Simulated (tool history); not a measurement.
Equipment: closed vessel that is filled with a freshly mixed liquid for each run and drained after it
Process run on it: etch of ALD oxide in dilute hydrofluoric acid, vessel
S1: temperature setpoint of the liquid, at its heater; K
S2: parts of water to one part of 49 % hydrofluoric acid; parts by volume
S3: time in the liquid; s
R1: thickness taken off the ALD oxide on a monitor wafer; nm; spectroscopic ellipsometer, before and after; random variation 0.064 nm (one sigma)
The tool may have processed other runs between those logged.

run  hour      S1  S2  S3       R1
  1   0.0  298.15  85  35   7.7665
  2   4.9  298.15  65  35  10.4240
  3   9.8  298.15  90  35   7.3275
  4  13.9  299.15  90  35   7.7117
     15.2  -- hydrofluoric acid flow meter replaced
  5  15.2  296.65  90  35   7.6541
  6  21.3  300.15  90  35   8.6604
  7  23.9  300.65  90  35   8.9018

What will run 8 give?
  8  32.1  301.15  90  35   ?

Run 8 gave R1 9.0390 nm.
